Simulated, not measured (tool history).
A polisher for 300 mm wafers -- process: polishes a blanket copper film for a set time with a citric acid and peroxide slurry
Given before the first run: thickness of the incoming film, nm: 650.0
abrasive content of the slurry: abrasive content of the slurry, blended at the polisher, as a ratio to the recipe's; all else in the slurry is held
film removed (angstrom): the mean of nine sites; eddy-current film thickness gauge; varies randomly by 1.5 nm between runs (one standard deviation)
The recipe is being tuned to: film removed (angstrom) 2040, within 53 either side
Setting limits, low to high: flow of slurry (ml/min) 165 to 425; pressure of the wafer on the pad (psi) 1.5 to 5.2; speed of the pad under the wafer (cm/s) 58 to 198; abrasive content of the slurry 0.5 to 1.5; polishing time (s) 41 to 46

| run | hour | flow of slurry (ml/min) | pressure of the wafer on the pad (psi) | speed of the pad under the wafer (cm/s) | abrasive content of the slurry | polishing time (s) | film removed (angstrom) |
|---|---|---|---|---|---|---|---|
| 1 | 0 | 275 | 3.3 | 128 | 1 | 46 | 1373 |
| 2 | 5.9 | 275 | 3.5 | 128 | 1 | 46 | 1467.9 |
| 3 | 9.4 | 275 | 3.6 | 128 | 1 | 46 | 1508.4 |
| 4 | 18.4 | 275 | 3.6 | 104 | 1 | 46 | 1229 |
| 5 | 20.9 | 305 | 3.6 | 104 | 1 | 46 | 1227.3 |
| 6 | 24.8 | 305 | 3.6 | 104 | 1 | 46 | 1224.7 |
| 7 | 30.6 | 305 | 3.8 | 104 | 1 | 46 | 1294.5 |
| 8 | 37.2 | 305 | 4 | 106 | 1 | 46 | 1364.5 |
| 9 | 42.7 | 305 | 4.2 | 108 | 1 | 46 | 1458.7 |
| 10 | 48.3 | 305 | 4.2 | 108 | 1 | 46 | 1466.7 |
| 11 | 55.4 | 305 | 4.3 | 110 | 1 | 46 | 1509.7 |
| 12 | 60.3 | 305 | 4.4 | 112 | 1 | 46 | 1571.4 |
| 13 | 66.1 | 305 | 4.5 | 114 | 1 | 46 | 1665.8 |

Next run, 4 choices. One meets every target within its allowed miss, the rest don't. Which?
| A | 71.9 | 310 | 4.4 | 136 | 1.05 | 46 | ? |
| B | 71.9 | 425 | 5.2 | 124 | 1.2 | 46 | ? |
| C | 71.9 | 325 | 4.8 | 124 | 1.05 | 46 | ? |
| D | 71.9 | 310 | 5 | 128 | 1 | 46 | ? |

| move | film removed (angstrom) |
|---|---|
| A | 1911.9 |
| B | 2143 |
| C | 1895.3 |
| D | 1997 |
A: nearer than the last run, and not there yet
B: the result that was furthest off in the last run now lies on the other side of its target
C: nearer than the last run, and not there yet
D: all results in spec
Correct choice: D, which meets every target
